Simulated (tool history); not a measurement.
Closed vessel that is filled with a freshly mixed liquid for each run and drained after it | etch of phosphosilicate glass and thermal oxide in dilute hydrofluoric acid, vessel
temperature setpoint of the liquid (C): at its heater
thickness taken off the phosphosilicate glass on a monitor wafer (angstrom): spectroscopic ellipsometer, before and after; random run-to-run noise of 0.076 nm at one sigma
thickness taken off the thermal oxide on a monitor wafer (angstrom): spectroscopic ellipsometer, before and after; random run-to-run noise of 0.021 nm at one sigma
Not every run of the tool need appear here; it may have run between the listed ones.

run,hour,temperature setpoint of the liquid (C),parts of water to one part of 49 % hydrofluoric acid (parts by volume),time in the liquid (s),thickness taken off the phosphosilicate glass on a monitor wafer (angstrom),thickness taken off the thermal oxide on a monitor wafer (angstrom)
1,0.0,24.0,235,60,213.21,10.9860
2,2.0,22.5,245,60,193.95,9.3410
3,2.9,22.0,260,60,177.08,8.4092
4,7.5,20.0,260,60,165.04,8.1023
5,12.8,19.5,265,60,156.28,7.5438
6,16.6,19.0,270,60,151.38,7.2933
7,25.5,18.5,275,60,145.51,6.8427

For run 8, what comes out?
8,33.6,18.5,275,60,?,?

Run 8 yielded thickness taken off the phosphosilicate glass on a monitor wafer (angstrom) 143.27, thickness taken off the thermal oxide on a monitor wafer (angstrom) 6.8619.

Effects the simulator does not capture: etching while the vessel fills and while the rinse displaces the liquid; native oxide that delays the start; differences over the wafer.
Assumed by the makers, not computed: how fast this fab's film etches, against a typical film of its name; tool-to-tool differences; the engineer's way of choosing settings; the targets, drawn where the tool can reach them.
